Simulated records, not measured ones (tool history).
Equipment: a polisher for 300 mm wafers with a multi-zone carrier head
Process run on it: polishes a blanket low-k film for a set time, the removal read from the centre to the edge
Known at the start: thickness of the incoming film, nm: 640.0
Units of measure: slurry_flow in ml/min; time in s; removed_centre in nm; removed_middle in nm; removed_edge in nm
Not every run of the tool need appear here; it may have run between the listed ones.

{"run": 1, "hour": 0.0, "slurry_flow": 170, "centre_zone": 1.0, "middle_zone": 1.0, "edge_zone": 1.0, "slurry_solids": 1.0, "time": 35, "removed_centre": 8.1963, "removed_middle": 8.3643, "removed_edge": 7.8751}
{"run": 2, "hour": 4.2, "slurry_flow": 165, "centre_zone": 0.99, "middle_zone": 0.98, "edge_zone": 0.98, "slurry_solids": 0.95, "time": 35, "removed_centre": 7.8934, "removed_middle": 7.8684, "removed_edge": 7.7467}
{"run": 3, "hour": 9.3, "slurry_flow": 170, "centre_zone": 0.99, "middle_zone": 0.98, "edge_zone": 0.97, "slurry_solids": 0.9, "time": 35, "removed_centre": 7.7838, "removed_middle": 7.6777, "removed_edge": 7.3489}
{"run": 4, "hour": 13.7, "slurry_flow": 170, "centre_zone": 0.98, "middle_zone": 0.97, "edge_zone": 0.96, "slurry_solids": 0.85, "time": 35, "removed_centre": 7.5261, "removed_middle": 7.4731, "removed_edge": 7.5164}
{"run": 5, "hour": 17.7, "slurry_flow": 170, "centre_zone": 0.99, "middle_zone": 0.97, "edge_zone": 0.95, "slurry_solids": 0.8, "time": 35, "removed_centre": 7.3016, "removed_middle": 7.2992, "removed_edge": 7.0074}
{"run": 6, "hour": 22.3, "slurry_flow": 170, "centre_zone": 0.99, "middle_zone": 0.97, "edge_zone": 0.95, "slurry_solids": 1.0, "time": 35, "removed_centre": 8.1496, "removed_middle": 8.021, "removed_edge": 7.7855}
{"run": 7, "hour": 24.8, "slurry_flow": 170, "centre_zone": 0.99, "middle_zone": 0.96, "edge_zone": 0.94, "slurry_solids": 0.95, "time": 35, "removed_centre": 7.8547, "removed_middle": 7.8087, "removed_edge": 7.5929}
{"run": 8, "hour": 33.6, "slurry_flow": 170, "centre_zone": 0.99, "middle_zone": 0.95, "edge_zone": 0.93, "slurry_solids": 0.9, "time": 35, "removed_centre": 7.7608, "removed_middle": 7.5477, "removed_edge": 7.3469}
{"run": 9, "hour": 40.2, "slurry_flow": 165, "centre_zone": 0.99, "middle_zone": 0.94, "edge_zone": 0.92, "slurry_solids": 0.85, "time": 35, "removed_centre": 7.5294, "removed_middle": 7.2764, "removed_edge": 7.1488}
{"run": 10, "hour": 47.9, "slurry_flow": 160, "centre_zone": 0.99, "middle_zone": 0.93, "edge_zone": 0.91, "slurry_solids": 0.8, "time": 35, "removed_centre": 7.4081, "removed_middle": 6.9217, "removed_edge": 6.8755}
{"run": 11, "hour": 54.8, "slurry_flow": 155, "centre_zone": 0.98, "middle_zone": 0.93, "edge_zone": 0.9, "slurry_solids": 0.75, "time": 35, "removed_centre": 7.0222, "removed_middle": 6.8407, "removed_edge": 6.6865}
{"run": 12, "hour": 58.1, "slurry_flow": 155, "centre_zone": 0.98, "middle_zone": 0.93, "edge_zone": 0.9, "slurry_solids": 0.75, "time": 35, "removed_centre": 6.9994, "removed_middle": 6.6698, "removed_edge": 6.8828}
{"run": 13, "hour": 58.8, "slurry_flow": 155, "centre_zone": 0.98, "middle_zone": 0.93, "edge_zone": 0.89, "slurry_solids": 0.7, "time": 35, "removed_centre": 6.7596, "removed_middle": 6.6179, "removed_edge": 6.5772}
{"run": 14, "hour": 60.3, "slurry_flow": 150, "centre_zone": 0.98, "middle_zone": 0.92, "edge_zone": 0.88, "slurry_solids": 0.7, "time": 35, "removed_centre": 6.8345, "removed_middle": 6.5548, "removed_edge": 6.2971}

Expected results for the next run?
{"run": 15, "hour": 63.0, "slurry_flow": 145, "centre_zone": 0.97, "middle_zone": 0.91, "edge_zone": 0.88, "slurry_solids": 0.7, "time": 35, "removed_centre": "?", "removed_middle": "?", "removed_edge": "?"}

{"run 15": {"removed_centre": 6.6181, "removed_middle": 6.3211, "removed_edge": 6.4551}}
